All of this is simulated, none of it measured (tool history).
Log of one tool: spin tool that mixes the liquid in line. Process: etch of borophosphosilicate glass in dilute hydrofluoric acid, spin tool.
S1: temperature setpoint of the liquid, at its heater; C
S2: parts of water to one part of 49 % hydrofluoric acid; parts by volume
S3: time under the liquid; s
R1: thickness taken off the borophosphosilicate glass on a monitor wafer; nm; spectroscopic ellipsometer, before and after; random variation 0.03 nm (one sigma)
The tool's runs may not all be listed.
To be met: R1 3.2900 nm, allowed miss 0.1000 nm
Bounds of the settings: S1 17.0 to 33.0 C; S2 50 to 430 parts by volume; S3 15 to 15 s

run,hour,S1,S2,S3,R1
1,0.0,25.0,240,15,1.4238
2,1.5,27.5,200,15,1.9901
3,5.8,30.5,200,15,2.1653
4,13.5,30.5,270,15,1.5019
5,20.4,30.5,270,15,1.4866
6,21.5,31.5,225,15,1.9601
7,28.8,32.0,195,15,2.3223
8,29.4,32.5,175,15,2.7806
9,35.7,32.5,165,15,2.9294
10,43.5,32.5,160,15,3.0795

Which of these 4 next moves meets every target?
A,51.3,30.0,160,15,?
B,51.3,33.0,155,15,?
C,51.3,30.5,160,15,?
D,51.3,32.0,170,15,?

move,R1
A,2.8141
B,3.2499
C,2.8646
D,2.8044
A: further off than the last run
B: meets every target
C: further off than the last run
D: further off than the last run
The right move is B.
